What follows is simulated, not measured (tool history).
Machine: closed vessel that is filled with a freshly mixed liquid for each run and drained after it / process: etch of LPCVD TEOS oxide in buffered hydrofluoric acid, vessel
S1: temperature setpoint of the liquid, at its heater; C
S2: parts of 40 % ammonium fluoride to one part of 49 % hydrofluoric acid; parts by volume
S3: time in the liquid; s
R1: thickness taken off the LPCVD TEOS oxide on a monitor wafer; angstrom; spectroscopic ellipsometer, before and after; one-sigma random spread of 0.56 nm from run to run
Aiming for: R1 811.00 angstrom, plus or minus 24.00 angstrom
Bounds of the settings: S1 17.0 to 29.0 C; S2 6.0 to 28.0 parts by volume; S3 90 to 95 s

Run 1, day 0.000: S1 21.0 C, S2 17.0 parts by volume, S3 90 s. Result: R1 1334.60 angstrom.
Run 2, day 0.146: S1 21.0 C, S2 17.0 parts by volume, S3 95 s. Result: R1 1435.70 angstrom.
Run 3, day 0.396: S1 21.0 C, S2 20.0 parts by volume, S3 95 s. Result: R1 1215.90 angstrom.
Run 4, day 0.683: S1 21.0 C, S2 20.0 parts by volume, S3 95 s. Result: R1 1215.20 angstrom.
Run 5, day 0.925: S1 20.0 C, S2 21.0 parts by volume, S3 95 s. Result: R1 1117.70 angstrom.
Run 6, day 1.283: S1 19.0 C, S2 22.0 parts by volume, S3 95 s. Result: R1 1019.50 angstrom.
Run 7, day 1.542: S1 18.5 C, S2 23.0 parts by volume, S3 95 s. Result: R1 961.48 angstrom.
Run 8, day 1.917: S1 18.0 C, S2 23.5 parts by volume, S3 95 s. Result: R1 920.83 angstrom.
Run 9, day 2.038: S1 18.0 C, S2 24.0 parts by volume, S3 95 s. Result: R1 902.47 angstrom.
Run 10, day 2.354: S1 18.0 C, S2 24.5 parts by volume, S3 95 s. Result: R1 893.67 angstrom.
Run 11, day 2.529: S1 17.5 C, S2 25.0 parts by volume, S3 95 s. Result: R1 859.80 angstrom.
Run 12, day 2.862: S1 17.5 C, S2 25.5 parts by volume, S3 95 s. Result: R1 839.99 angstrom.

4 next moves are on the table. One of them brings every result within its allowed miss. Which?
Run A, day 3.196: S1 18.0 C, S2 28.0 parts by volume, S3 90 s. Result: R1 ?.
Run B, day 3.196: S1 17.0 C, S2 27.0 parts by volume, S3 90 s. Result: R1 ?.
Run C, day 3.196: S1 17.0 C, S2 25.5 parts by volume, S3 90 s. Result: R1 ?.
Run D, day 3.196: S1 17.0 C, S2 24.0 parts by volume, S3 90 s. Result: R1 ?.

move      R1
   A  768.55
   B  744.34
   C  774.42
   D  807.63
A: carries the result that was furthest off beyond its target, to the other side
B: carries the result that was furthest off beyond its target, to the other side
C: carries the result that was furthest off beyond its target, to the other side
D: all results in spec
Answer: D
